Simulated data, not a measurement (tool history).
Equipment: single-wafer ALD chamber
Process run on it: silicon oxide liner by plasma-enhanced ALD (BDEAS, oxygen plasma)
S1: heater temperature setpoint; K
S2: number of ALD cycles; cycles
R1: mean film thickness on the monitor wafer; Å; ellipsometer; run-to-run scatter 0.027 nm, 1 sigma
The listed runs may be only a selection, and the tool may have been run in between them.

Run 1, hour 0: S1 593.15 K, S2 71 cycles. Result: R1 68.735 Å.
Run 2, hour 3.2: S1 593.15 K, S2 70 cycles. Result: R1 68.976 Å.
Run 3, hour 5.8: S1 593.15 K, S2 68 cycles. Result: R1 66.346 Å.
Run 4, hour 14.8: S1 593.15 K, S2 67 cycles. Result: R1 65.089 Å.
Run 5, hour 23.4: S1 593.15 K, S2 66 cycles. Result: R1 63.659 Å.
Run 6, hour 29.2: S1 593.15 K, S2 65 cycles. Result: R1 63.113 Å.
Run 7, hour 31.5: S1 593.15 K, S2 64 cycles. Result: R1 62.81 Å.

Run 8 comes next. What will it give?
Run 8, hour 33: S1 594.15 K, S2 58 cycles. Result: R1 ?.

Logged for run 8: R1 56.486 Å.
